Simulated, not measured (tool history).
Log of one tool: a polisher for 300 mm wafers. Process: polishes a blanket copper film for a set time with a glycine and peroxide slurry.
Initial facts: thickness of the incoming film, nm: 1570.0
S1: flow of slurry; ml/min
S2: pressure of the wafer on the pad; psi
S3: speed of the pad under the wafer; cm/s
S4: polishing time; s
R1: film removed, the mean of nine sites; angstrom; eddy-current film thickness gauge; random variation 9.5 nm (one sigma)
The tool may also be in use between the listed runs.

run  hour   S1   S2  S3  S4      R1
  1     0  145  3.4  98  94  6575.9
  2   6.8  125  3.4  98  94  6444.3
  3  12.8  130  3.9  98  94  7321.9
  4  21.1  145  3.9  98  94    7468
  5  29.4  150  4.2  98  94  8060.1
  6  32.9  155  4.4  98  94  8342.2
  7  37.7  155  4.6  98  94  8721.2

Run 8, settings as shown, results not yet in. Your forecast:
  8    45  160  4.8  98  94   ?

For run 8 the tool returned R1 9115.2 angstrom.

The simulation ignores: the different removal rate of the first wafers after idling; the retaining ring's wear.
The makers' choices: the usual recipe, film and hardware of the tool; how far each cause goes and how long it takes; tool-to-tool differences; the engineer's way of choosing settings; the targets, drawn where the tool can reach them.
